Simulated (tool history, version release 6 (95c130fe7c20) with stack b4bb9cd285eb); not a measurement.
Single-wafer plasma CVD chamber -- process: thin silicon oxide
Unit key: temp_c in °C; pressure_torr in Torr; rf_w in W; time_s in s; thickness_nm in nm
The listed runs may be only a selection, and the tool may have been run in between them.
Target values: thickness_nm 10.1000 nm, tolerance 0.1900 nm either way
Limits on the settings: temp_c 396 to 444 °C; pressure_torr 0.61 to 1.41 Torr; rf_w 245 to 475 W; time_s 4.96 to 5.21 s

Run 1, hour 0.0: temp_c 420 °C, pressure_torr 1.01 Torr, rf_w 360 W, time_s 5.21 s. Result: thickness_nm 12.0480 nm.
Run 2, hour 8.9: temp_c 420 °C, pressure_torr 1.01 Torr, rf_w 320 W, time_s 5.21 s. Result: thickness_nm 11.5090 nm.
Run 3, hour 11.5: temp_c 420 °C, pressure_torr 1.01 Torr, rf_w 345 W, time_s 5.21 s. Result: thickness_nm 11.8170 nm.
Run 4, hour 17.4: temp_c 420 °C, pressure_torr 1.01 Torr, rf_w 345 W, time_s 4.96 s. Result: thickness_nm 11.3790 nm.
Run 5, hour 21.3: temp_c 420 °C, pressure_torr 0.96 Torr, rf_w 345 W, time_s 4.96 s. Result: thickness_nm 10.9530 nm.
Run 6, hour 27.9: temp_c 420 °C, pressure_torr 0.96 Torr, rf_w 345 W, time_s 5.21 s. Result: thickness_nm 11.5230 nm.
Run 7, hour 29.7: temp_c 420 °C, pressure_torr 0.90 Torr, rf_w 345 W, time_s 5.21 s. Result: thickness_nm 11.1160 nm.
Run 8, hour 34.6: temp_c 420 °C, pressure_torr 0.90 Torr, rf_w 345 W, time_s 5.21 s. Result: thickness_nm 11.2190 nm.
Run 9, hour 42.2: temp_c 420 °C, pressure_torr 0.84 Torr, rf_w 345 W, time_s 5.21 s. Result: thickness_nm 10.6920 nm.
Run 10, hour 48.3: temp_c 420 °C, pressure_torr 0.81 Torr, rf_w 345 W, time_s 5.21 s. Result: thickness_nm 10.4370 nm.
Run 11, hour 54.3: temp_c 420 °C, pressure_torr 0.80 Torr, rf_w 345 W, time_s 5.21 s. Result: thickness_nm 10.4090 nm.

Which of these 5 next moves meets every target?
Run A, hour 60.3: temp_c 423 °C, pressure_torr 0.82 Torr, rf_w 335 W, time_s 5.05 s. Result: thickness_nm ?.
Run B, hour 60.3: temp_c 420 °C, pressure_torr 0.89 Torr, rf_w 350 W, time_s 5.21 s. Result: thickness_nm ?.
Run C, hour 60.3: temp_c 418 °C, pressure_torr 0.85 Torr, rf_w 350 W, time_s 5.10 s. Result: thickness_nm ?.
Run D, hour 60.3: temp_c 423 °C, pressure_torr 0.80 Torr, rf_w 400 W, time_s 5.21 s. Result: thickness_nm ?.
Run E, hour 60.3: temp_c 412 °C, pressure_torr 0.69 Torr, rf_w 360 W, time_s 5.21 s. Result: thickness_nm ?.

move  thickness_nm
   A        9.9575
   B       11.0010
   C       10.4900
   D       10.8330
   E        9.5804
A: all results land within tolerance of their targets
B: the biggest miss grows against the last run
C: the biggest miss grows against the last run
D: the biggest miss grows against the last run
E: takes the biggest miss from the last run beyond its target
Answer: A
